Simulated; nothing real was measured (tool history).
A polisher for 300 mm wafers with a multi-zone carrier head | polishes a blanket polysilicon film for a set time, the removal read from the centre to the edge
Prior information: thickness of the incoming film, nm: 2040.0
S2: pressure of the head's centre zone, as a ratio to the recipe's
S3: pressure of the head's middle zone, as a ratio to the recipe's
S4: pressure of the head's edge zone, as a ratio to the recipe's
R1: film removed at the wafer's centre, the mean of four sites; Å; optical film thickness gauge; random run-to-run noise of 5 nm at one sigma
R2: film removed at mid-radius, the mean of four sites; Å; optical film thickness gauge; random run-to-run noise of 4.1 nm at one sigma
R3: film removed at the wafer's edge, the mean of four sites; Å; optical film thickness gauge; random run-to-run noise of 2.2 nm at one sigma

Run 1, hour 0: flow of slurry (ml/min) 230, S2 1, S3 1, S4 1, polishing time (s) 52. Result: R1 4906.8 Å, R2 5063.8 Å, R3 4974.4 Å.
Run 2, hour 4.2: flow of slurry (ml/min) 210, S2 1, S3 1, S4 1, polishing time (s) 52. Result: R1 4927.8 Å, R2 5044.1 Å, R3 4879.9 Å.
Run 3, hour 9.1: flow of slurry (ml/min) 210, S2 1.02, S3 0.94, S4 0.99, polishing time (s) 46. Result: R1 4523.3 Å, R2 4240.2 Å, R3 4270.6 Å.
Run 4, hour 14.3: flow of slurry (ml/min) 210, S2 1.02, S3 0.94, S4 0.99, polishing time (s) 57. Result: R1 5419.5 Å, R2 5199 Å, R3 5344.2 Å.
Run 5, hour 19.4: flow of slurry (ml/min) 210, S2 1.02, S3 0.94, S4 0.99, polishing time (s) 47. Result: R1 4536.4 Å, R2 4371.2 Å, R3 4390.6 Å.
Run 6, hour 26.9: flow of slurry (ml/min) 205, S2 1.04, S3 0.9, S4 1.02, polishing time (s) 43. Result: R1 4145.6 Å, R2 3802.5 Å, R3 4114.2 Å.
Run 7, hour 31.2: flow of slurry (ml/min) 195, S2 1.05, S3 0.87, S4 1.01, polishing time (s) 41. Result: R1 4055.8 Å, R2 3510.5 Å, R3 3848.2 Å.
Run 8, hour 35.4: flow of slurry (ml/min) 185, S2 1.05, S3 0.85, S4 1, polishing time (s) 40. Result: R1 3828.5 Å, R2 3250 Å, R3 3686.3 Å.

Estimate the outcome of run 9 from the log above:
Run 9, hour 40.7: flow of slurry (ml/min) 175, S2 1.05, S3 0.85, S4 0.99, polishing time (s) 40. Result: R1 ?, R2 ?, R3 ?.

Run 9 yielded R1 3864.7 Å, R2 3239.8 Å, R3 3672.6 Å.
